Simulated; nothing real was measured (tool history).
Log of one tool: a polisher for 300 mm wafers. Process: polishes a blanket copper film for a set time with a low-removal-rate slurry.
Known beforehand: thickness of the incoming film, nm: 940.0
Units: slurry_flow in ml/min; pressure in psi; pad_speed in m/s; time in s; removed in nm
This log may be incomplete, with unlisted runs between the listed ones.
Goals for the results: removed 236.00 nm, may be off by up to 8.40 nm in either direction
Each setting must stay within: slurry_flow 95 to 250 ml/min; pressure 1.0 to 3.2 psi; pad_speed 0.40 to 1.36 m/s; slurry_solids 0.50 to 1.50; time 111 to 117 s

Run 1, hour 0.0: slurry_flow 160 ml/min, pressure 2.1 psi, pad_speed 0.88 m/s, slurry_solids 1.00, time 111 s. Result: removed 194.62 nm.
Run 2, hour 3.0: slurry_flow 160 ml/min, pressure 2.1 psi, pad_speed 0.88 m/s, slurry_solids 0.80, time 111 s. Result: removed 185.36 nm.
Run 3, hour 11.0: slurry_flow 165 ml/min, pressure 2.2 psi, pad_speed 0.88 m/s, slurry_solids 0.80, time 111 s. Result: removed 194.17 nm.
Run 4, hour 16.9: slurry_flow 165 ml/min, pressure 2.3 psi, pad_speed 0.88 m/s, slurry_solids 0.80, time 111 s. Result: removed 201.37 nm.
Run 5, hour 24.3: slurry_flow 145 ml/min, pressure 2.3 psi, pad_speed 0.88 m/s, slurry_solids 0.80, time 111 s. Result: removed 194.62 nm.
Run 6, hour 26.0: slurry_flow 145 ml/min, pressure 2.3 psi, pad_speed 0.88 m/s, slurry_solids 0.80, time 111 s. Result: removed 195.42 nm.
Run 7, hour 31.7: slurry_flow 160 ml/min, pressure 2.4 psi, pad_speed 0.88 m/s, slurry_solids 0.80, time 111 s. Result: removed 211.05 nm.
Run 8, hour 39.5: slurry_flow 170 ml/min, pressure 2.4 psi, pad_speed 0.88 m/s, slurry_solids 0.80, time 111 s. Result: removed 210.28 nm.
Run 9, hour 47.6: slurry_flow 175 ml/min, pressure 2.5 psi, pad_speed 0.88 m/s, slurry_solids 0.80, time 111 s. Result: removed 219.14 nm.
Run 10, hour 55.6: slurry_flow 180 ml/min, pressure 2.5 psi, pad_speed 0.88 m/s, slurry_solids 0.80, time 111 s. Result: removed 219.11 nm.
Run 11, hour 57.6: slurry_flow 180 ml/min, pressure 2.6 psi, pad_speed 0.88 m/s, slurry_solids 0.80, time 111 s. Result: removed 225.44 nm.

Consider the 5 candidate settings below. Which is the only one whose results all fall within their allowed miss of target?
Run A, hour 59.6: slurry_flow 225 ml/min, pressure 3.2 psi, pad_speed 0.70 m/s, slurry_solids 0.80, time 115 s. Result: removed ?.
Run B, hour 59.6: slurry_flow 180 ml/min, pressure 2.4 psi, pad_speed 0.90 m/s, slurry_solids 0.85, time 111 s. Result: removed ?.
Run C, hour 59.6: slurry_flow 150 ml/min, pressure 2.6 psi, pad_speed 0.80 m/s, slurry_solids 0.85, time 116 s. Result: removed ?.
Run D, hour 59.6: slurry_flow 195 ml/min, pressure 1.9 psi, pad_speed 1.14 m/s, slurry_solids 0.70, time 112 s. Result: removed ?.
Run E, hour 59.6: slurry_flow 150 ml/min, pressure 2.6 psi, pad_speed 0.86 m/s, slurry_solids 0.75, time 117 s. Result: removed ?.

move  removed
   A   231.14
   B   215.76
   C   211.59
   D   216.76
   E   221.44
A: all results land within tolerance of their targets
B: misses by more than the last run did
C: misses by more than the last run did
D: misses by more than the last run did
E: misses by more than the last run did
A is the move that brings every result within its allowed miss.
